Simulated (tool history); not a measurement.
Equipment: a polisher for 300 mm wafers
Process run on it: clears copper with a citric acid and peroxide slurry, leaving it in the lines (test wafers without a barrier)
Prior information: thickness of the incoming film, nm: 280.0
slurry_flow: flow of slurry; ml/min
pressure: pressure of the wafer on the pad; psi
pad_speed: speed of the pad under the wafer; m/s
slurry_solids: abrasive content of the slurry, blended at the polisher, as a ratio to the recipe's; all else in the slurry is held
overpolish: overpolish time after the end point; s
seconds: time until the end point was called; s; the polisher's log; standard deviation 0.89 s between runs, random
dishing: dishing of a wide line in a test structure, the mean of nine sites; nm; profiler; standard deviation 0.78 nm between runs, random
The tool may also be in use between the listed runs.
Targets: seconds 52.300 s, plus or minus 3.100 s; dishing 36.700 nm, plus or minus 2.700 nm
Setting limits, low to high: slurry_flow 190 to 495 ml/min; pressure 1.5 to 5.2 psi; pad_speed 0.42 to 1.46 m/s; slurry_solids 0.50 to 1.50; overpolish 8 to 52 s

{"run": 1, "day": 0.0, "slurry_flow": 320, "pressure": 3.3, "pad_speed": 0.94, "slurry_solids": 1.0, "overpolish": 26, "seconds": 107.41, "dishing": 40.595}
{"run": 2, "day": 0.071, "slurry_flow": 320, "pressure": 3.3, "pad_speed": 1.08, "slurry_solids": 1.0, "overpolish": 26, "seconds": 93.616, "dishing": 44.421}
{"run": 3, "day": 0.15, "slurry_flow": 400, "pressure": 3.3, "pad_speed": 1.08, "slurry_solids": 1.0, "overpolish": 26, "seconds": 90.676, "dishing": 45.111}
{"run": 4, "day": 0.2, "slurry_flow": 400, "pressure": 3.3, "pad_speed": 1.08, "slurry_solids": 0.8, "overpolish": 26, "seconds": 97.5, "dishing": 43.972}
{"run": 5, "day": 0.467, "slurry_flow": 445, "pressure": 3.3, "pad_speed": 1.08, "slurry_solids": 0.8, "overpolish": 26, "seconds": 96.278, "dishing": 44.457}
{"run": 6, "day": 0.629, "slurry_flow": 445, "pressure": 3.3, "pad_speed": 1.08, "slurry_solids": 0.8, "overpolish": 31, "seconds": 94.78, "dishing": 48.525}
{"run": 7, "day": 0.979, "slurry_flow": 445, "pressure": 4.3, "pad_speed": 1.34, "slurry_solids": 0.8, "overpolish": 18, "seconds": 61.671, "dishing": 47.465}
{"run": 8, "day": 1.154, "slurry_flow": 460, "pressure": 4.3, "pad_speed": 1.38, "slurry_solids": 0.85, "overpolish": 15, "seconds": 58.253, "dishing": 43.309}
{"run": 9, "day": 1.379, "slurry_flow": 465, "pressure": 4.4, "pad_speed": 1.4, "slurry_solids": 0.85, "overpolish": 13, "seconds": 57.348, "dishing": 38.125}
{"run": 10, "day": 1.625, "slurry_flow": 470, "pressure": 4.5, "pad_speed": 1.4, "slurry_solids": 0.85, "overpolish": 12, "seconds": 54.52, "dishing": 36.365}

Consider the 5 candidate settings below. Which is the only one whose results all fall within their allowed miss of target?
{"run": "A", "day": 1.871, "slurry_flow": 415, "pressure": 4.4, "pad_speed": 1.34, "slurry_solids": 0.8, "overpolish": 13, "seconds": "?", "dishing": "?"}
{"run": "B", "day": 1.871, "slurry_flow": 430, "pressure": 5.0, "pad_speed": 1.24, "slurry_solids": 0.8, "overpolish": 11, "seconds": "?", "dishing": "?"}
{"run": "C", "day": 1.871, "slurry_flow": 490, "pressure": 4.0, "pad_speed": 1.4, "slurry_solids": 0.95, "overpolish": 12, "seconds": "?", "dishing": "?"}
{"run": "D", "day": 1.871, "slurry_flow": 410, "pressure": 4.4, "pad_speed": 1.42, "slurry_solids": 0.75, "overpolish": 14, "seconds": "?", "dishing": "?"}
{"run": "E", "day": 1.871, "slurry_flow": 365, "pressure": 5.1, "pad_speed": 1.38, "slurry_solids": 0.8, "overpolish": 11, "seconds": "?", "dishing": "?"}

move=A seconds=62.050 dishing=35.935
move=B seconds=59.573 dishing=32.614
move=C seconds=61.239 dishing=33.992
move=D seconds=59.652 dishing=39.215
move=E seconds=53.305 dishing=35.654
A: further off than the last run
B: further off than the last run
C: further off than the last run
D: further off than the last run
E: each result inside its tolerance
Answer: E

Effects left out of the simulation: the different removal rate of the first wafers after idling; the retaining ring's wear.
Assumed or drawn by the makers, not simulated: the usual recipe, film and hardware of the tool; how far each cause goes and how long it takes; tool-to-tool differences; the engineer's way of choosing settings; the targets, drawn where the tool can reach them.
